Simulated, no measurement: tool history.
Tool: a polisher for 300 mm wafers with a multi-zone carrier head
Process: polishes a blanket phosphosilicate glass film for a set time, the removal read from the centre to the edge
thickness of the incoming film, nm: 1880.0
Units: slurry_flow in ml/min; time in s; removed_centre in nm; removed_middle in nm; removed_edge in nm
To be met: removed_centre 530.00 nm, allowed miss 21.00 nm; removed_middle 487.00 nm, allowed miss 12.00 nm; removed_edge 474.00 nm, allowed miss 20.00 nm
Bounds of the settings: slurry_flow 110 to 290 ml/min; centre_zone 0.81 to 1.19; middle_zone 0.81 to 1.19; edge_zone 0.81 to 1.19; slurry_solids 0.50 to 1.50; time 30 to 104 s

Run 1, day 0.000: slurry_flow 185 ml/min, centre_zone 1.00, middle_zone 1.00, edge_zone 1.00, slurry_solids 1.00, time 67 s. Result: removed_centre 559.63 nm, removed_middle 563.89 nm, removed_edge 567.13 nm.
Run 2, day 0.292: slurry_flow 175 ml/min, centre_zone 1.01, middle_zone 0.98, edge_zone 0.95, slurry_solids 0.95, time 67 s. Result: removed_centre 546.24 nm, removed_middle 532.63 nm, removed_edge 531.25 nm.
Run 3, day 0.421: slurry_flow 175 ml/min, centre_zone 1.07, middle_zone 0.98, edge_zone 0.95, slurry_solids 0.95, time 67 s. Result: removed_centre 570.35 nm, removed_middle 527.68 nm, removed_edge 523.13 nm.
Run 4, day 0.767: slurry_flow 175 ml/min, centre_zone 1.07, middle_zone 0.98, edge_zone 0.95, slurry_solids 0.95, time 82 s. Result: removed_centre 705.26 nm, removed_middle 648.98 nm, removed_edge 663.75 nm.
Run 5, day 0.788: slurry_flow 175 ml/min, centre_zone 1.07, middle_zone 0.93, edge_zone 0.95, slurry_solids 0.95, time 82 s. Result: removed_centre 704.07 nm, removed_middle 635.32 nm, removed_edge 637.55 nm.
Run 6, day 1.008: slurry_flow 165 ml/min, centre_zone 1.05, middle_zone 0.90, edge_zone 0.92, slurry_solids 0.85, time 82 s. Result: removed_centre 639.19 nm, removed_middle 562.11 nm, removed_edge 594.52 nm.
Run 7, day 1.058: slurry_flow 190 ml/min, centre_zone 1.04, middle_zone 0.92, edge_zone 0.89, slurry_solids 0.75, time 80 s. Result: removed_centre 586.77 nm, removed_middle 528.18 nm, removed_edge 544.23 nm.
Run 8, day 1.217: slurry_flow 205 ml/min, centre_zone 1.04, middle_zone 0.93, edge_zone 0.87, slurry_solids 0.70, time 79 s. Result: removed_centre 556.39 nm, removed_middle 512.22 nm, removed_edge 505.33 nm.

Which of these 4 next moves meets every target?
Run A, day 1.375: slurry_flow 290 ml/min, centre_zone 1.16, middle_zone 0.96, edge_zone 0.81, slurry_solids 0.75, time 69 s. Result: removed_centre ?, removed_middle ?, removed_edge ?.
Run B, day 1.375: slurry_flow 230 ml/min, centre_zone 1.10, middle_zone 1.02, edge_zone 0.82, slurry_solids 0.75, time 73 s. Result: removed_centre ?, removed_middle ?, removed_edge ?.
Run C, day 1.375: slurry_flow 220 ml/min, centre_zone 1.02, middle_zone 0.92, edge_zone 0.81, slurry_solids 0.60, time 85 s. Result: removed_centre ?, removed_middle ?, removed_edge ?.
Run D, day 1.375: slurry_flow 175 ml/min, centre_zone 1.03, middle_zone 0.91, edge_zone 0.95, slurry_solids 0.65, time 90 s. Result: removed_centre ?, removed_middle ?, removed_edge ?.

move  removed_centre  removed_middle  removed_edge
   A          590.58          496.20        465.57
   B          578.77          538.35        485.08
   C          528.70          483.44        473.62
   D          579.85          522.73        560.57
A: brings the result that was furthest off to its target, and leaves another outside
B: further off than the last run
C: meets every target
D: further off than the last run
The right move is C.
